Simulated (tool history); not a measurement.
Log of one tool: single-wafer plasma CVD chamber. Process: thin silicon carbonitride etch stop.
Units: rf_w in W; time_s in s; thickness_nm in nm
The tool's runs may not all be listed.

run 1 hour=0 | rf_w=255 time_s=11 | thickness_nm=6.5758
run 2 hour=2.7 | rf_w=255 time_s=9.8 | thickness_nm=5.904
run 3 hour=3.2 | rf_w=230 time_s=9.8 | thickness_nm=5.6781
run 4 hour=5.8 | rf_w=255 time_s=10.4 | thickness_nm=6.2383
run 5 hour=6.3 | rf_w=275 time_s=10.8 | thickness_nm=6.6344
run 6 hour=8.6 | rf_w=295 time_s=10.8 | thickness_nm=6.7684
run 7 hour=14.1 | rf_w=305 time_s=11.1 | thickness_nm=6.9939
run 8 hour=20.4 | rf_w=330 time_s=12.3 | thickness_nm=7.9461

The next listed run, before its measurement:
run 9 hour=22 | rf_w=325 time_s=12.3 | thickness_nm=?

thickness_nm: 7.952 nm
